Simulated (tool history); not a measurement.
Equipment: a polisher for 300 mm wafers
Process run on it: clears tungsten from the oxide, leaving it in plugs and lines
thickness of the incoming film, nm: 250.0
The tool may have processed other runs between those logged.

run,hour,flow of slurry (ml/min),pressure of the wafer on the pad (psi),speed of the pad under the wafer (cm/s),abrasive content of the slurry,overpolish time after the end point (s),time until the end point was called (s)
1,0,270,2.5,118,1,20,79.713
2,7.1,270,2.2,116,1,20,88.432
3,9.4,270,2.2,116,1.05,20,87.435
4,17.9,270,2,112,1.05,20,104.9
5,26.9,270,2,130,1.05,20,85.957
6,31.2,270,2.2,130,1.05,20,79.283
7,39.6,270,2,126,1.05,20,89.95
8,41.6,270,1.8,124,1.05,20,102.02
9,44,270,1.7,124,1.05,20,107.74
10,50.9,270,1.6,124,1.05,20,114.35
11,54,270,1.5,124,1.05,20,124.27

Run 12, settings as shown, results not yet in. Your forecast:
12,61.5,270,1.4,124,1.05,20,?

Run 12 yielded time until the end point was called (s) 130.41.

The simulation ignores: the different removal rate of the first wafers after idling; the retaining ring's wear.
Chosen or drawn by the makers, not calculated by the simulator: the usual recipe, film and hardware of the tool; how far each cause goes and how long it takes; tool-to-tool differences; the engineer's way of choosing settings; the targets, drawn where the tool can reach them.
